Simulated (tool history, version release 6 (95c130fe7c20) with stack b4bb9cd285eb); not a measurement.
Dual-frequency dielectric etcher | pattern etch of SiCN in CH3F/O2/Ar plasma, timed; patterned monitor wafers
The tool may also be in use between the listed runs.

| run | hour | source power (kW) | bias power (kW) | etch time (s) | mean etch depth across the wafer (angstrom) |
|---|---|---|---|---|---|
| 1 | 0 | 0.51 | 0.055 | 98.5 | 417.57 |
| 2 | 5.7 | 0.51 | 0.058 | 98.5 | 425.99 |
| 3 | 12.6 | 0.51 | 0.058 | 98.5 | 420.3 |
| 4 | 15.7 | 0.47 | 0.055 | 98.5 | 399.25 |
| 5 | 17.6 | 0.47 | 0.055 | 98.5 | 402.91 |
| 6 | 20 | 0.47 | 0.055 | 98.5 | 405.01 |
| 7 | 27.7 | 0.44 | 0.053 | 98.5 | 388.34 |
| 8 | 34.8 | 0.41 | 0.052 | 98.5 | 377.86 |

Run 9 is up next; what results do you expect?
| 9 | 38.3 | 0.39 | 0.051 | 98.5 | ? |

Run 9 gave mean etch depth across the wafer (angstrom) 370.33.

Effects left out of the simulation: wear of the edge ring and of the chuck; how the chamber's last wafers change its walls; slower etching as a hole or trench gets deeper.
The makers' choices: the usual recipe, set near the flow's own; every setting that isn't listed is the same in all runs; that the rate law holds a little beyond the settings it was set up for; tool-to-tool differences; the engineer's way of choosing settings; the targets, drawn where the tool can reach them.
